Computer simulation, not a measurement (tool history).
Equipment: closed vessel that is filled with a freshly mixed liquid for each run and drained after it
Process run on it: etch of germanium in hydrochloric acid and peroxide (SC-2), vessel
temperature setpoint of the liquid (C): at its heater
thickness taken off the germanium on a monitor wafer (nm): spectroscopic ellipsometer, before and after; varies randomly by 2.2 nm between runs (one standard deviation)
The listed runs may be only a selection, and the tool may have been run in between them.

run    day  temperature setpoint of the liquid (C)  parts of water to one part each of 37 % hydrochloric acid and 30 % peroxide (parts by volume)  time in the liquid (s)  thickness taken off the germanium on a monitor wafer (nm)
  1      0                                      62                                                                                              7                      95                                                     191.98
  2  0.267                                      63                                                                                              7                      95                                                     194.96
  3  0.596                                      64                                                                                              7                      95                                                     203.65
  4  0.896                                    64.5                                                                                              7                      95                                                      209.9
  5  0.942                                    64.5                                                                                              7                      95                                                     208.23
  6  1.146                                    58.5                                                                                              7                      95                                                     173.51
  7  1.221                                      60                                                                                              7                      95                                                     183.71
  8  1.583                                      61                                                                                              7                      95                                                      187.7
  9  1.888                                      62                                                                                              7                      95                                                     198.04
 10  2.058                                      63                                                                                              7                      95                                                     198.34

Run 11 comes next. What will it give?
 11  2.225                                      64                                                                                              7                      95                                                          ?

thickness taken off the germanium on a monitor wafer (nm): 208.05

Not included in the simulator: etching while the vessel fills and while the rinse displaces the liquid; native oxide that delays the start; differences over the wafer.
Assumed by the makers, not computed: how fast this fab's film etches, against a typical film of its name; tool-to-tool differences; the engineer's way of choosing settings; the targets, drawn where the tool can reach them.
